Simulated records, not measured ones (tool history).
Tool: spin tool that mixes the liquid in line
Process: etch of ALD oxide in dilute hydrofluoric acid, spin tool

run,hour,temperature setpoint of the liquid (K),parts of water to one part of 49 % hydrofluoric acid (parts by volume),time under the liquid (s),thickness taken off the ALD oxide on a monitor wafer (nm)
1,0,294.15,300,35,1.8169
2,6.9,293.65,300,35,1.7959
3,9.6,293.65,230,35,2.4718
4,13.2,293.65,300,35,1.7568
5,18.7,293.15,300,35,1.7512
6,22,292.65,300,35,1.7097

Predict the results of run 7:
7,25.8,292.15,300,35,?

thickness taken off the ALD oxide on a monitor wafer (nm): 1.6874

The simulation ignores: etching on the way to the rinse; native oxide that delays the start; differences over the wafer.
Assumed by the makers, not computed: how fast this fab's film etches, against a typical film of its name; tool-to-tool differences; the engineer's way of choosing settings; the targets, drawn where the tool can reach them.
